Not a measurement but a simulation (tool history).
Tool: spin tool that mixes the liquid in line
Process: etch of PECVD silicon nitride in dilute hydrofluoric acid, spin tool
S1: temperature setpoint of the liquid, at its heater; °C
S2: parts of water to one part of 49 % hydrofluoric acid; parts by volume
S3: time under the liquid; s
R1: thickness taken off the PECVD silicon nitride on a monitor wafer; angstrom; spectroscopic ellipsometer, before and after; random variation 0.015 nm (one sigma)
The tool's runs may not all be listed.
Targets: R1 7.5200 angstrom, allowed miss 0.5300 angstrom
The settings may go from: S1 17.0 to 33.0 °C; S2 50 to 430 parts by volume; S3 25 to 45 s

| run | day | S1 | S2 | S3 | R1 |
|---|---|---|---|---|---|
| 1 | 0.000 | 25.0 | 240 | 45 | 4.3566 |
| 2 | 0.342 | 27.0 | 230 | 45 | 5.2687 |
| 3 | 0.708 | 28.5 | 225 | 45 | 5.7472 |
| 4 | 1.029 | 29.5 | 220 | 45 | 6.2062 |
| 5 | 1.350 | 29.5 | 250 | 45 | 5.6045 |
| 6 | 1.388 | 30.5 | 240 | 45 | 6.0166 |
| 7 | 1.538 | 30.5 | 240 | 45 | 6.0567 |
| 8 | 1.650 | 31.0 | 230 | 45 | 6.5399 |
| 9 | 1.867 | 31.5 | 225 | 45 | 6.8659 |

Which of these 5 next moves meets every target?
| A | 2.083 | 31.0 | 235 | 45 | ? |
| B | 2.083 | 28.0 | 165 | 35 | ? |
| C | 2.083 | 30.0 | 170 | 45 | ? |
| D | 2.083 | 32.5 | 185 | 45 | ? |
| E | 2.083 | 29.0 | 185 | 45 | ? |

| move | R1 |
|---|---|
| A | 6.2205 |
| B | 5.7893 |
| C | 8.1629 |
| D | 8.6916 |
| E | 7.0500 |
A: further off than the last run
B: further off than the last run
C: takes the result that was furthest off past its target
D: takes the result that was furthest off past its target
E: meets every target
The right move is E.

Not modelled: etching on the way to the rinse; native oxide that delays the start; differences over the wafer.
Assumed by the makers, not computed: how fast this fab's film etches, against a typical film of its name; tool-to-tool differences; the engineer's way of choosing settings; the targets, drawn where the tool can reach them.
